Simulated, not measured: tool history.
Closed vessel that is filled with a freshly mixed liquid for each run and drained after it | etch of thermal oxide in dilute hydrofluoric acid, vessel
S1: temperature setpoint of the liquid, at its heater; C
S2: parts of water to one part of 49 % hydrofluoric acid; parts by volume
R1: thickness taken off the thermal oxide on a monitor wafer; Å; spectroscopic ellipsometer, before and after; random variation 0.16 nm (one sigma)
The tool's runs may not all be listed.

run 1 hour=0.0 | S1=25.0 S2=240 time_in_the_liquid_(s)=2170 | R1=313.70
run 2 hour=2.3 | S1=22.5 S2=240 time_in_the_liquid_(s)=2170 | R1=283.40
run 3 hour=5.4 | S1=20.5 S2=240 time_in_the_liquid_(s)=2170 | R1=262.67
run 4 hour=9.9 | S1=20.5 S2=240 time_in_the_liquid_(s)=2330 | R1=287.23
run 5 hour=14.5 | S1=20.5 S2=240 time_in_the_liquid_(s)=2170 | R1=268.37
run 6 hour=18.7 | S1=20.5 S2=240 time_in_the_liquid_(s)=2330 | R1=284.49
run 7 hour=22.7 | S1=20.0 S2=255 time_in_the_liquid_(s)=2330 | R1=262.76
run 8 hour=30.6 | S1=19.5 S2=265 time_in_the_liquid_(s)=2330 | R1=242.64
run 9 hour=39.6 | S1=19.0 S2=275 time_in_the_liquid_(s)=2330 | R1=225.37
run 10 hour=44.7 | S1=18.5 S2=280 time_in_the_liquid_(s)=2330 | R1=217.25
run 11 hour=48.3 | S1=18.0 S2=285 time_in_the_liquid_(s)=2330 | R1=209.84

Expected results for the next run?
run 12 hour=56.0 | S1=18.0 S2=290 time_in_the_liquid_(s)=2330 | R1=?

R1: 205.64 Å
